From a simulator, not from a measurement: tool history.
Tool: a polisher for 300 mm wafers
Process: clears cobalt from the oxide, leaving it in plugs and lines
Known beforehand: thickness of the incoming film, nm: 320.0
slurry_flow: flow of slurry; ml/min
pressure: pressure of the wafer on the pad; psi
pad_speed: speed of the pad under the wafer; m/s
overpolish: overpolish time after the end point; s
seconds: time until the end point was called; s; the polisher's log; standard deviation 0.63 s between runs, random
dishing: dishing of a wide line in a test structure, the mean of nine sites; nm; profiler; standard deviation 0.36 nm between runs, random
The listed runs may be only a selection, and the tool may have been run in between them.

Run 1, day 0.000: slurry_flow 150 ml/min, pressure 2.1 psi, pad_speed 1.06 m/s, overpolish 13 s. Result: seconds 52.968 s, dishing 38.618 nm.
Run 2, day 0.046: slurry_flow 150 ml/min, pressure 2.1 psi, pad_speed 1.06 m/s, overpolish 18 s. Result: seconds 51.026 s, dishing 42.505 nm.
Run 3, day 0.146: slurry_flow 145 ml/min, pressure 2.3 psi, pad_speed 1.06 m/s, overpolish 15 s. Result: seconds 46.909 s, dishing 41.340 nm.
Run 4, day 0.192: slurry_flow 170 ml/min, pressure 2.3 psi, pad_speed 1.06 m/s, overpolish 15 s. Result: seconds 45.019 s, dishing 41.921 nm.
Run 5, day 0.467: slurry_flow 185 ml/min, pressure 2.5 psi, pad_speed 0.96 m/s, overpolish 12 s. Result: seconds 46.582 s, dishing 38.400 nm.
Run 6, day 0.708: slurry_flow 220 ml/min, pressure 2.5 psi, pad_speed 0.96 m/s, overpolish 12 s. Result: seconds 44.417 s, dishing 37.529 nm.
Run 7, day 0.925: slurry_flow 220 ml/min, pressure 2.4 psi, pad_speed 1.04 m/s, overpolish 10 s. Result: seconds 44.100 s, dishing 37.238 nm.
Run 8, day 1.288: slurry_flow 220 ml/min, pressure 2.6 psi, pad_speed 0.98 m/s, overpolish 9 s. Result: seconds 43.882 s, dishing 36.126 nm.
Run 9, day 1.492: slurry_flow 220 ml/min, pressure 2.7 psi, pad_speed 0.96 m/s, overpolish 8 s. Result: seconds 42.080 s, dishing 33.521 nm.
Run 10, day 1.629: slurry_flow 220 ml/min, pressure 3.2 psi, pad_speed 0.92 m/s, overpolish 4 s. Result: seconds 37.488 s, dishing 23.836 nm.
Run 11, day 1.821: slurry_flow 220 ml/min, pressure 3.1 psi, pad_speed 0.96 m/s, overpolish 4 s. Result: seconds 37.421 s, dishing 24.158 nm.

For run 12, what comes out?
Run 12, day 2.108: slurry_flow 220 ml/min, pressure 3.0 psi, pad_speed 1.00 m/s, overpolish 5 s. Result: seconds ?, dishing ?.

{"run 12": {"seconds": 37.86, "dishing": 27.698}}
